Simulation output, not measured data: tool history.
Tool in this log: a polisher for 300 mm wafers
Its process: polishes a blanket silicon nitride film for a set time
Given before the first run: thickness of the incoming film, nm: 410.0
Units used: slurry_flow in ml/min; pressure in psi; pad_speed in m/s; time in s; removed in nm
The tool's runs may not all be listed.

| run | day | slurry_flow | pressure | pad_speed | time | removed |
|---|---|---|---|---|---|---|
| 1 | 0 | 280 | 4.7 | 1.12 | 19 | 41.282 |
| 2 | 0.154 | 280 | 4.7 | 1.12 | 16 | 34.611 |
| 3 | 0.279 | 335 | 4.7 | 1.12 | 16 | 35.092 |
| 4 | 0.488 | 335 | 3.7 | 1.12 | 16 | 28.689 |
| 5 | 0.754 | 335 | 3.5 | 1.12 | 16 | 27.972 |
| 6 | 1.121 | 335 | 3.3 | 1.12 | 16 | 26.67 |
| 7 | 1.321 | 335 | 3.2 | 1.12 | 16 | 25.32 |

Predict the results of run 8:
| 8 | 1.425 | 335 | 3.1 | 1.12 | 16 | ? |

Logged for run 8: removed 24.795 nm.

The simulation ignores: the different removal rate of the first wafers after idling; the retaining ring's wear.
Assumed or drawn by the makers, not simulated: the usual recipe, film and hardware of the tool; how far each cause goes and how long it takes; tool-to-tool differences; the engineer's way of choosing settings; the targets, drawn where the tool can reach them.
